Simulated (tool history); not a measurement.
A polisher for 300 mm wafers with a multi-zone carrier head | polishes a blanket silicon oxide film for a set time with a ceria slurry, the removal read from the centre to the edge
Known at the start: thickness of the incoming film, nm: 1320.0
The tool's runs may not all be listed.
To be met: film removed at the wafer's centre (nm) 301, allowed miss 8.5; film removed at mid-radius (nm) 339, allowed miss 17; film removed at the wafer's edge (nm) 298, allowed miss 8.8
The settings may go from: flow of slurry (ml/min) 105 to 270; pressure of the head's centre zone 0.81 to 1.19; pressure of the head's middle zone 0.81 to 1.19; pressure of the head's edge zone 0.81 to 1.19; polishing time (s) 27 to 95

| run | hour | flow of slurry (ml/min) | pressure of the head's centre zone | pressure of the head's middle zone | pressure of the head's edge zone | polishing time (s) | film removed at the wafer's centre (nm) | film removed at mid-radius (nm) | film removed at the wafer's edge (nm) |
|---|---|---|---|---|---|---|---|---|---|
| 1 | 0 | 175 | 1 | 1 | 1 | 61 | 403.18 | 400.26 | 399.75 |
| 2 | 8.7 | 170 | 0.98 | 1.01 | 0.96 | 58 | 376.4 | 390.06 | 373.83 |
| 3 | 13.3 | 165 | 0.97 | 1.01 | 0.93 | 55 | 354.88 | 353.63 | 347.56 |
| 4 | 19.8 | 140 | 0.97 | 1.01 | 0.93 | 55 | 341.47 | 337.04 | 339.72 |
| 5 | 28.6 | 140 | 0.97 | 1.01 | 0.93 | 47 | 284.47 | 295.74 | 291.51 |
| 6 | 29.8 | 150 | 0.97 | 1.03 | 0.93 | 47 | 298.07 | 302.43 | 294.06 |
| 7 | 37.2 | 155 | 0.96 | 1.06 | 0.94 | 47 | 292.67 | 307.71 | 299.59 |
| 8 | 41.8 | 175 | 0.97 | 1.16 | 0.85 | 48 | 313.91 | 346.48 | 295.93 |

5 next moves are on the table. One of them brings every result within its allowed miss. Which?
| A | 46.4 | 170 | 0.94 | 1.12 | 0.87 | 48 | ? | ? | ? |
| B | 46.4 | 185 | 0.81 | 1.19 | 0.84 | 51 | ? | ? | ? |
| C | 46.4 | 185 | 0.91 | 1.07 | 0.95 | 49 | ? | ? | ? |
| D | 46.4 | 170 | 0.97 | 1.18 | 0.82 | 47 | ? | ? | ? |
| E | 46.4 | 190 | 1.02 | 1.04 | 0.86 | 44 | ? | ? | ? |

| move | film removed at the wafer's centre (nm) | film removed at mid-radius (nm) | film removed at the wafer's edge (nm) |
|---|---|---|---|
| A | 303.71 | 346.88 | 294.06 |
| B | 282.54 | 390.65 | 311.44 |
| C | 305.09 | 348.37 | 314.48 |
| D | 307.06 | 352.23 | 281.32 |
| E | 308.83 | 308.06 | 272.45 |
A: meets every target
B: takes the result that was furthest off past its target
C: brings the result that was furthest off to its target, and leaves another outside
D: brings the result that was furthest off to its target, and leaves another outside
E: brings the result that was furthest off to its target, and leaves another outside
Move A is the one to make.

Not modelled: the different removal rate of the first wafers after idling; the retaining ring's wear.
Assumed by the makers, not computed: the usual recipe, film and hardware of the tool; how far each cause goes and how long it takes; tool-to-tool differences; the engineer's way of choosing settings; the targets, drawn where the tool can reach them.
